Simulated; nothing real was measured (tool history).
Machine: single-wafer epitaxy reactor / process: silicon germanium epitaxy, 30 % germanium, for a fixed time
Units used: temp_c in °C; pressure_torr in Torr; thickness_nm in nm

Run 1, hour 0.0: temp_c 585 °C, pressure_torr 20.5 Torr. Result: thickness_nm 41.566 nm.
Run 2, hour 6.4: temp_c 582 °C, pressure_torr 20.4 Torr. Result: thickness_nm 39.580 nm.
Run 3, hour 8.1: temp_c 579 °C, pressure_torr 20.3 Torr. Result: thickness_nm 37.655 nm.
Run 4, hour 14.9: temp_c 577 °C, pressure_torr 20.2 Torr. Result: thickness_nm 36.113 nm.
Run 5, hour 21.1: temp_c 581 °C, pressure_torr 20.2 Torr. Result: thickness_nm 38.930 nm.
Run 6, hour 27.5: temp_c 581 °C, pressure_torr 17.8 Torr. Result: thickness_nm 36.412 nm.
Run 7, hour 30.1: temp_c 579 °C, pressure_torr 17.8 Torr. Result: thickness_nm 35.102 nm.
Run 8, hour 35.3: temp_c 578 °C, pressure_torr 17.8 Torr. Result: thickness_nm 34.391 nm.

Run 9, settings as shown, results not yet in. Your forecast:
Run 9, hour 40.6: temp_c 577 °C, pressure_torr 17.8 Torr. Result: thickness_nm ?.

thickness_nm: 34.058 nm
